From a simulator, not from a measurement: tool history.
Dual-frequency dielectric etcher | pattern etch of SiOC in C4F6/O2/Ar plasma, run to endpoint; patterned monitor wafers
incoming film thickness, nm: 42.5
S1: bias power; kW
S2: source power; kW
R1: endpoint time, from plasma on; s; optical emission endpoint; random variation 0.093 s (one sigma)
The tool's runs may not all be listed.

run 1 hour=0 | S1=0.572 S2=0.32 | R1=16.249
run 2 hour=8.8 | S1=0.572 S2=0.38 | R1=15.308
run 3 hour=17.8 | S1=0.531 S2=0.37 | R1=15.804
run 4 hour=24.5 | S1=0.531 S2=0.35 | R1=15.965
run 5 hour=30.4 | S1=0.437 S2=0.35 | R1=16.742
run 6 hour=35.6 | S1=0.437 S2=0.4 | R1=15.929
run 7 hour=36.9 | S1=0.419 S2=0.37 | R1=16.417
run 8 hour=45.7 | S1=0.404 S2=0.35 | R1=16.979
run 9 hour=48.8 | S1=0.392 S2=0.33 | R1=17.446
run 10 hour=54.6 | S1=0.382 S2=0.32 | R1=17.829
run 11 hour=62.8 | S1=0.374 S2=0.31 | R1=18.163
run 12 hour=68.4 | S1=0.368 S2=0.31 | R1=18.292
run 13 hour=73.1 | S1=0.368 S2=0.31 | R1=18.12
run 14 hour=75.7 | S1=0.363 S2=0.3 | R1=18.367
run 15 hour=76.4 | S1=0.359 S2=0.3 | R1=18.572

The next listed run, before its measurement:
run 16 hour=85 | S1=0.356 S2=0.3 | R1=?

{"run 16": {"R1": 18.558}}
